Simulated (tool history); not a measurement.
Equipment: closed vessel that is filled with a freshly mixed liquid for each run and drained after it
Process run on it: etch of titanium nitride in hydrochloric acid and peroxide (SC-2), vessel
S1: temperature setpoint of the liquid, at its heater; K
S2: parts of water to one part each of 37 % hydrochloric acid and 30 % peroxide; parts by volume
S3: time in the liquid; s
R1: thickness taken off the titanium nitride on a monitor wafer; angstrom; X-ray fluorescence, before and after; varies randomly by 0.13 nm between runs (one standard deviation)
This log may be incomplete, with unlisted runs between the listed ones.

run  hour      S1    S2   S3      R1
  1     0  330.15     7  750  352.02
  2     6  324.15     7  750  238.32
  3   7.4  324.15     8  750  211.75
  4  11.3  323.65     8  750  208.64
  5  14.1  323.15     8  750  198.98
  6  20.4  323.15  10.5  750  163.05
  7  22.5  323.65  10.5  750  165.65

Predict the results of run 8:
  8  29.6  324.15  10.5  750   ?

R1: 172.72 angstrom
